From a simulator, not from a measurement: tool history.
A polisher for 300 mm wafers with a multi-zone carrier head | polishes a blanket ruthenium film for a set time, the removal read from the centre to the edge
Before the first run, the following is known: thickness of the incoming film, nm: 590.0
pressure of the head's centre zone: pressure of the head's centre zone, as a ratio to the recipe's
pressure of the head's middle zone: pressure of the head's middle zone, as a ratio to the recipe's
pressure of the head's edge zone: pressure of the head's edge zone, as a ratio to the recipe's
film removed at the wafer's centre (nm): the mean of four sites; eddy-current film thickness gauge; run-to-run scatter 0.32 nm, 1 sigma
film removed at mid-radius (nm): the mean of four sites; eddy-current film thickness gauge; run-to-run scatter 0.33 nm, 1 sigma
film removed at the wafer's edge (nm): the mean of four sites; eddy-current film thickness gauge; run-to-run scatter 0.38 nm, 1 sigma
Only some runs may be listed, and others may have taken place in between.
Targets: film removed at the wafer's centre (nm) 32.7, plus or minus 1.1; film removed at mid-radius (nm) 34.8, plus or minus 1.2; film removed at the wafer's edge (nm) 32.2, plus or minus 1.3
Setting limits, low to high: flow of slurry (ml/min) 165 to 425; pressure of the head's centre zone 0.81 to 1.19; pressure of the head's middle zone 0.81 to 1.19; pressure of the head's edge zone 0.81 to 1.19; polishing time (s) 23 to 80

run    day  flow of slurry (ml/min)  pressure of the head's centre zone  pressure of the head's middle zone  pressure of the head's edge zone  polishing time (s)  film removed at the wafer's centre (nm)  film removed at mid-radius (nm)  film removed at the wafer's edge (nm)
  1      0                      275                                   1                                   1                                 1                  51                                   55.547                           54.794                                 55.656
  2  0.242                      275                                   1                                   1                                 1                  42                                   45.457                            45.44                                 46.784
  3  0.421                      310                                   1                                   1                                 1                  42                                   47.671                           45.161                                 46.856
  4  0.692                      315                                0.98                                1.02                              0.96                  37                                   40.479                           40.502                                 41.364
  5  1.029                      340                                0.98                                1.02                              0.96                  37                                   40.029                           40.738                                 40.368
  6  1.171                      350                                0.97                                1.02                              0.92                  35                                   38.747                            39.17                                 37.855
  7  1.196                      355                                0.95                                1.01                              0.89                  34                                   36.637                           37.096                                 36.638
      1.55  -- worn pad replaced by a new one
  8   1.55                      325                                0.94                                1.07                              0.81                  29                                   33.075                           36.969                                 33.337

Pick the move, out of 4, that brings all results within their allowed miss; only one does.
  A  1.904                      295                                 0.9                                1.02                              0.84                  31                                        ?                                ?                                      ?
  B  1.904                      280                                0.96                                0.99                              0.87                  30                                        ?                                ?                                      ?
  C  1.904                      275                                0.96                                1.06                              0.85                  28                                        ?                                ?                                      ?
  D  1.904                      265                                0.92                                1.03                              0.81                  28                                        ?                                ?                                      ?

move  film removed at the wafer's centre (nm)  film removed at mid-radius (nm)  film removed at the wafer's edge (nm)
   A                                   34.335                           37.409                                  35.88
   B                                   35.235                           35.232                                 35.054
   C                                   32.827                           34.456                                 32.351
   D                                   31.294                           33.618                                 31.676
A: lands further from the targets than the last run did
B: corrects the largest miss of the last run, while another result sits out of spec
C: in spec on every target
D: corrects the largest miss of the last run, while another result sits out of spec
C meets every target.
